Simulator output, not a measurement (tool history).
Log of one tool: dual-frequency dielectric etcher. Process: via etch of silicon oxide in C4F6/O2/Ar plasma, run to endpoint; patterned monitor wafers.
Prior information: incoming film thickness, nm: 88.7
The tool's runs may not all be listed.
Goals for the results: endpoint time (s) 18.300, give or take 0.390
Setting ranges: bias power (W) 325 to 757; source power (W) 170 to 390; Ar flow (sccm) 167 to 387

run  hour  bias power (W)  source power (W)  Ar flow (sccm)  endpoint time (s)
  1   0.0             541               280             277             20.652
  2   8.5             568               280             276             20.073
  3  12.3             586               280             276             19.728
  4  15.7             600               280             276             19.386
  5  19.7             600               240             276             20.951
  6  23.0             626               240             276             20.612
  7  30.6             734               280             266             17.762
  8  37.5             727               280             266             17.769
  9  43.5             721               280             266             17.903

5 candidate next runs follow, results not yet known. Just one meets every target within its allowed miss. Identify it.
  A  49.5             755               290             266                  ?
  B  49.5             743               290             279                  ?
  C  49.5             643               300             262                  ?
  D  49.5             757               290             220                  ?
  E  49.5             631               320             199                  ?

move  endpoint time (s)
   A             17.247
   B             17.457
   C             18.254
   D             16.905
   E             17.414
A: moves away from the targets compared with the last run
B: moves away from the targets compared with the last run
C: every result within its allowed miss
D: moves away from the targets compared with the last run
E: moves away from the targets compared with the last run
Answer: C
